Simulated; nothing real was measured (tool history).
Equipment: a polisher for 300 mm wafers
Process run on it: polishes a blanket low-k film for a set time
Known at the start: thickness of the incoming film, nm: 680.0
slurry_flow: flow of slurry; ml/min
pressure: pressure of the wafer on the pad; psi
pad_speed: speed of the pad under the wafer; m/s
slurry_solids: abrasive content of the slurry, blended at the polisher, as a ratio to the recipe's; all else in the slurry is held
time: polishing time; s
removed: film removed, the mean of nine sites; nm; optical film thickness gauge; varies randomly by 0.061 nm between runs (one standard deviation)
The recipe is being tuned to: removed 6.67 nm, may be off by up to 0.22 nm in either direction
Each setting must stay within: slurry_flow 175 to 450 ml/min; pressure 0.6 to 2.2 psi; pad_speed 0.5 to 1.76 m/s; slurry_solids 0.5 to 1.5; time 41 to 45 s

| run | hour | slurry_flow | pressure | pad_speed | slurry_solids | time | removed |
|---|---|---|---|---|---|---|---|
| 1 | 0 | 290 | 1.4 | 1.12 | 1 | 45 | 12.909 |
| 2 | 0.6 | 360 | 1.4 | 1.12 | 1 | 45 | 13.132 |
| 3 | 9 | 360 | 1.6 | 1.12 | 1 | 45 | 15.077 |
| 4 | 15.5 | 360 | 1.6 | 0.98 | 1 | 45 | 13.47 |
| 5 | 22.6 | 360 | 1.9 | 0.98 | 1 | 45 | 15.548 |
| 6 | 23.3 | 360 | 1.7 | 0.96 | 1 | 45 | 13.784 |
| 7 | 31.8 | 360 | 1.6 | 0.94 | 1 | 45 | 12.753 |
| 8 | 38.9 | 360 | 1.5 | 0.94 | 1 | 45 | 12.354 |

Consider the 4 candidate settings below. Which is the only one whose results all fall within their allowed miss of target?
| A | 46 | 365 | 1.3 | 0.86 | 0.8 | 42 | ? |
| B | 46 | 325 | 1.1 | 0.76 | 0.85 | 41 | ? |
| C | 46 | 435 | 1.3 | 0.74 | 1 | 41 | ? |
| D | 46 | 305 | 1.8 | 0.6 | 0.75 | 44 | ? |

| move | removed |
|---|---|
| A | 8.5819 |
| B | 6.6708 |
| C | 8.1763 |
| D | 8.7032 |
A: better than the last run, though not everything is in spec
B: all results land within tolerance of their targets
C: better than the last run, though not everything is in spec
D: better than the last run, though not everything is in spec
B meets every target.

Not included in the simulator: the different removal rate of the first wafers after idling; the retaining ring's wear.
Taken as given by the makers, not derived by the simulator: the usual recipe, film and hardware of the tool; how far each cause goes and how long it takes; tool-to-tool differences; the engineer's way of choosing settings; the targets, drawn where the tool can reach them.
